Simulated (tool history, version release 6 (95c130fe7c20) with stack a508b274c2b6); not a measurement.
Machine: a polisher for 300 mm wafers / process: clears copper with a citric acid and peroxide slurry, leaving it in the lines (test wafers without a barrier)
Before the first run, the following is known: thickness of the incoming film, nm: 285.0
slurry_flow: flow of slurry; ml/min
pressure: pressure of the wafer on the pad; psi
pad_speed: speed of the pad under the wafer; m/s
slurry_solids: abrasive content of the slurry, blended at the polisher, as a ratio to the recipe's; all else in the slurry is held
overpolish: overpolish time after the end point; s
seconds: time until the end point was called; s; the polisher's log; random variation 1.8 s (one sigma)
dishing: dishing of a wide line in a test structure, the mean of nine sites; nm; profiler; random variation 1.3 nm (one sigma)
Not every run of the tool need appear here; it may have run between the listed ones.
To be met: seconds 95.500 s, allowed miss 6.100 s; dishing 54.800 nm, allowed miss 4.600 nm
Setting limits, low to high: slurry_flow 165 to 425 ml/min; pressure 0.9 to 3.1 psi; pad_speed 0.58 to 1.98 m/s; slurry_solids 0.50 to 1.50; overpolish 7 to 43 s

Run 1, hour 0.0: slurry_flow 275 ml/min, pressure 2.0 psi, pad_speed 1.28 m/s, slurry_solids 1.00, overpolish 22 s. Result: seconds 132.330 s, dishing 33.245 nm.
Run 2, hour 8.5: slurry_flow 275 ml/min, pressure 2.1 psi, pad_speed 1.28 m/s, slurry_solids 1.00, overpolish 23 s. Result: seconds 123.800 s, dishing 37.137 nm.
Run 3, hour 13.9: slurry_flow 275 ml/min, pressure 2.2 psi, pad_speed 1.28 m/s, slurry_solids 1.00, overpolish 24 s. Result: seconds 122.510 s, dishing 39.252 nm.
Run 4, hour 20.6: slurry_flow 275 ml/min, pressure 2.2 psi, pad_speed 1.28 m/s, slurry_solids 1.15, overpolish 24 s. Result: seconds 116.430 s, dishing 39.210 nm.
Run 5, hour 26.9: slurry_flow 275 ml/min, pressure 2.3 psi, pad_speed 1.28 m/s, slurry_solids 1.15, overpolish 25 s. Result: seconds 109.490 s, dishing 43.025 nm.
Run 6, hour 29.5: slurry_flow 275 ml/min, pressure 2.3 psi, pad_speed 1.28 m/s, slurry_solids 1.15, overpolish 32 s. Result: seconds 110.620 s, dishing 50.881 nm.
Run 7, hour 33.3: slurry_flow 275 ml/min, pressure 2.4 psi, pad_speed 1.28 m/s, slurry_solids 1.15, overpolish 31 s. Result: seconds 107.140 s, dishing 50.442 nm.
Run 8, hour 35.9: slurry_flow 275 ml/min, pressure 2.5 psi, pad_speed 1.28 m/s, slurry_solids 1.15, overpolish 31 s. Result: seconds 101.600 s, dishing 53.118 nm.

Next run, 5 choices. One meets every target within its allowed miss, the rest don't. Which?
Run A, hour 38.5: slurry_flow 305 ml/min, pressure 2.4 psi, pad_speed 1.56 m/s, slurry_solids 1.20, overpolish 26 s. Result: seconds ?, dishing ?.
Run B, hour 38.5: slurry_flow 265 ml/min, pressure 2.4 psi, pad_speed 1.10 m/s, slurry_solids 1.15, overpolish 38 s. Result: seconds ?, dishing ?.
Run C, hour 38.5: slurry_flow 245 ml/min, pressure 2.5 psi, pad_speed 1.16 m/s, slurry_solids 1.00, overpolish 35 s. Result: seconds ?, dishing ?.
Run D, hour 38.5: slurry_flow 270 ml/min, pressure 2.3 psi, pad_speed 1.56 m/s, slurry_solids 0.85, overpolish 30 s. Result: seconds ?, dishing ?.
Run E, hour 38.5: slurry_flow 325 ml/min, pressure 2.5 psi, pad_speed 1.14 m/s, slurry_solids 1.15, overpolish 34 s. Result: seconds ?, dishing ?.

move  seconds  dishing
   A   87.468   52.716
   B  125.900   53.385
   C  119.490   52.465
   D   99.158   53.143
   E  114.570   52.944
A: takes the biggest miss from the last run beyond its target
B: its largest miss is bigger than the last run's
C: its largest miss is bigger than the last run's
D: all results in spec
E: its largest miss is bigger than the last run's
D is the move that brings every result within its allowed miss.
